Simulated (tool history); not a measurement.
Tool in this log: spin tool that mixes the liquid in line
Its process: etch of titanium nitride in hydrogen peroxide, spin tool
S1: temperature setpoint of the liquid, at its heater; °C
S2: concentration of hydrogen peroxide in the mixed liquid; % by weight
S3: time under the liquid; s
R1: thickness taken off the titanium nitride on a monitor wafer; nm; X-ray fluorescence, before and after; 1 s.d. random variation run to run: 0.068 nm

{"run": 1, "day": 0.0, "S1": 49.0, "S2": 20.5, "S3": 290, "R1": 7.1435}
{"run": 2, "day": 0.25, "S1": 52.0, "S2": 20.5, "S3": 290, "R1": 8.991}
{"run": 3, "day": 0.533, "S1": 52.0, "S2": 23.5, "S3": 290, "R1": 9.2196}
{"run": 4, "day": 0.65, "S1": 52.0, "S2": 23.5, "S3": 290, "R1": 9.2722}
{"run": 5, "day": 0.833, "S1": 54.0, "S2": 23.5, "S3": 290, "R1": 10.698}
{"run": 6, "day": 1.029, "S1": 49.5, "S2": 23.5, "S3": 290, "R1": 7.6669}

For run 7, what comes out?
{"run": 7, "day": 1.338, "S1": 52.0, "S2": 23.5, "S3": 290, "R1": "?"}

Run 7 measured R1 9.1516 nm.
